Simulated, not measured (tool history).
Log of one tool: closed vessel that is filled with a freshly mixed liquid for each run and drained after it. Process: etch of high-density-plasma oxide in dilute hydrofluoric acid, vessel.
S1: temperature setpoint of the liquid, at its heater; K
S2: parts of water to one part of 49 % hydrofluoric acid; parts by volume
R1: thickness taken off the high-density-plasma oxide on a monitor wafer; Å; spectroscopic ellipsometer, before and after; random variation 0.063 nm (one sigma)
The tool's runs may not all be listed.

{"run": 1, "hour": 0.0, "S1": 296.15, "S2": 55, "time in the liquid (s)": 80, "R1": 138.51}
{"run": 2, "hour": 0.5, "S1": 295.65, "S2": 55, "time in the liquid (s)": 80, "R1": 133.69}
{"run": 3, "hour": 3.6, "S1": 295.65, "S2": 70, "time in the liquid (s)": 80, "R1": 104.05}
{"run": 4, "hour": 6.0, "S1": 295.15, "S2": 70, "time in the liquid (s)": 80, "R1": 100.79}
{"run": 5, "hour": 10.9, "S1": 298.15, "S2": 70, "time in the liquid (s)": 80, "R1": 114.03}
{"run": 6, "hour": 18.0, "S1": 296.15, "S2": 70, "time in the liquid (s)": 80, "R1": 106.13}
{"run": 7, "hour": 22.9, "S1": 295.65, "S2": 70, "time in the liquid (s)": 80, "R1": 104.15}
{"run": 8, "hour": 24.5, "S1": 295.15, "S2": 70, "time in the liquid (s)": 80, "R1": 102.35}

Expected results for the next run?
{"run": 9, "hour": 30.6, "S1": 294.65, "S2": 70, "time in the liquid (s)": 80, "R1": "?"}

{"run 9": {"R1": 100.02}}

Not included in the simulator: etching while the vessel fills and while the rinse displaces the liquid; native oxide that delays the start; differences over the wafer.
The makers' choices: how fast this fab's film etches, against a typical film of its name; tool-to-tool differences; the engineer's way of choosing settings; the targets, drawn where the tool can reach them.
